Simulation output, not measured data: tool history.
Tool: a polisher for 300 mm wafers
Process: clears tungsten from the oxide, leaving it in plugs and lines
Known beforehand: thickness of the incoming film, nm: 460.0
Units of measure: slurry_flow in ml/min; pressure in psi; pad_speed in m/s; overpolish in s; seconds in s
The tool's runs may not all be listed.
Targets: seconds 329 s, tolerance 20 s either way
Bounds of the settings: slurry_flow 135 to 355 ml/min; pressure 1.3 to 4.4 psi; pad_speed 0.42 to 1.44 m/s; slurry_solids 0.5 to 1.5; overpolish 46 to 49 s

run  hour  slurry_flow  pressure  pad_speed  slurry_solids  overpolish  seconds
  1     0          225       2.8       0.92              1          46   117.33
  2   2.9          185       2.8       0.92              1          46   121.56
  3   6.5          180       2.3       0.78              1          46   174.19
  4   7.2          175         2        0.7              1          46   223.97
  5   9.3          215         2        0.7              1          46   212.52
  6  14.6          215         2        0.7              1          46   216.97
  7  18.1          215       1.8       0.66              1          46   252.23
  8  21.7          215       1.6       0.64              1          46   291.21
  9  29.3          215       1.6       0.64              1          46   286.49
 10  32.1          215       1.5       0.64              1          46   306.19

4 next moves are on the table. One of them brings every result within its allowed miss. Which?
  A  34.9          210       1.5       0.52           1.05          46        ?
  B  34.9          255       1.4       0.52           1.35          49        ?
  C  34.9          225       1.4       0.64           1.05          46        ?
  D  34.9          255       1.4       0.54            0.9          48        ?

move  seconds
   A   369.64
   B   358.22
   C   321.27
   D   391.56
A: carries the result that was furthest off beyond its target, to the other side
B: carries the result that was furthest off beyond its target, to the other side
C: all results in spec
D: carries the result that was furthest off beyond its target, to the other side
The right move is C.
